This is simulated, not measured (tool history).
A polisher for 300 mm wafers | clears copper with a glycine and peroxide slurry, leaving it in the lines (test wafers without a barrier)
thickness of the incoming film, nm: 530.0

run,hour,flow of slurry (ml/min),pressure of the wafer on the pad (psi),speed of the pad under the wafer (cm/s),overpolish time after the end point (s),time until the end point was called (s),dishing of a wide line in a test structure (Å)
1,0.0,295,3.2,98,24,68.958,915.21
2,3.8,295,3.6,98,25,62.222,990.08
3,8.1,295,2.9,98,25,73.913,883.32
4,11.3,295,3.4,100,26,62.663,998.36
5,18.3,295,3.1,100,26,69.115,911.82
6,22.5,295,3.5,100,26,62.611,936.10
7,26.8,300,3.8,100,31,57.870,1111.30
8,32.0,300,4.1,100,32,53.616,1186.90

The next listed run, before its measurement:
9,33.3,300,4.3,100,32,?,?

Run 9 gave time until the end point was called (s) 51.692, dishing of a wide line in a test structure (Å) 1165.40.
